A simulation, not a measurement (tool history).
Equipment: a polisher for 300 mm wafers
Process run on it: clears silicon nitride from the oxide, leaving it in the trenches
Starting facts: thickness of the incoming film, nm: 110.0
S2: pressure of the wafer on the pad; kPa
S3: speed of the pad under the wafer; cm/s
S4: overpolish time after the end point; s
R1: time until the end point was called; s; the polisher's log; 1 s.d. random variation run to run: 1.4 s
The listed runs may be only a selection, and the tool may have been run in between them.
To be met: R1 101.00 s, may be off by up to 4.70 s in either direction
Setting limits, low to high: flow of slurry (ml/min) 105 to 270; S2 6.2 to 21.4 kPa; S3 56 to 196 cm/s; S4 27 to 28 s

Run 1, hour 0.0: flow of slurry (ml/min) 175, S2 13.8 kPa, S3 126 cm/s, S4 27 s. Result: R1 144.12 s.
Run 2, hour 6.9: flow of slurry (ml/min) 205, S2 13.8 kPa, S3 126 cm/s, S4 27 s. Result: R1 146.58 s.
Run 3, hour 13.4: flow of slurry (ml/min) 205, S2 14.5 kPa, S3 126 cm/s, S4 27 s. Result: R1 138.50 s.
Run 4, hour 22.1: flow of slurry (ml/min) 205, S2 14.5 kPa, S3 112 cm/s, S4 27 s. Result: R1 153.67 s.
Run 5, hour 26.5: flow of slurry (ml/min) 175, S2 14.5 kPa, S3 112 cm/s, S4 27 s. Result: R1 158.85 s.
Run 6, hour 28.9: flow of slurry (ml/min) 175, S2 15.2 kPa, S3 112 cm/s, S4 27 s. Result: R1 152.55 s.
Run 7, hour 32.5: flow of slurry (ml/min) 180, S2 19.3 kPa, S3 116 cm/s, S4 27 s. Result: R1 114.52 s.
Run 8, hour 39.6: flow of slurry (ml/min) 180, S2 20.7 kPa, S3 116 cm/s, S4 27 s. Result: R1 112.26 s.
Run 9, hour 46.7: flow of slurry (ml/min) 180, S2 20.7 kPa, S3 118 cm/s, S4 27 s. Result: R1 107.90 s.

Exactly one of the 5 candidate moves below puts every result within its allowed miss. Which one?
Run A, hour 53.8: flow of slurry (ml/min) 185, S2 21.4 kPa, S3 122 cm/s, S4 27 s. Result: R1 ?.
Run B, hour 53.8: flow of slurry (ml/min) 165, S2 20.7 kPa, S3 114 cm/s, S4 28 s. Result: R1 ?.
Run C, hour 53.8: flow of slurry (ml/min) 185, S2 20.0 kPa, S3 118 cm/s, S4 27 s. Result: R1 ?.
Run D, hour 53.8: flow of slurry (ml/min) 180, S2 19.3 kPa, S3 122 cm/s, S4 27 s. Result: R1 ?.
Run E, hour 53.8: flow of slurry (ml/min) 140, S2 18.6 kPa, S3 132 cm/s, S4 27 s. Result: R1 ?.

move      R1
   A  100.31
   B  112.63
   C  110.38
   D  110.97
   E  111.50
A: hits every target within its allowed miss
B: moves away from the targets compared with the last run
C: moves away from the targets compared with the last run
D: moves away from the targets compared with the last run
E: moves away from the targets compared with the last run
A meets every target.
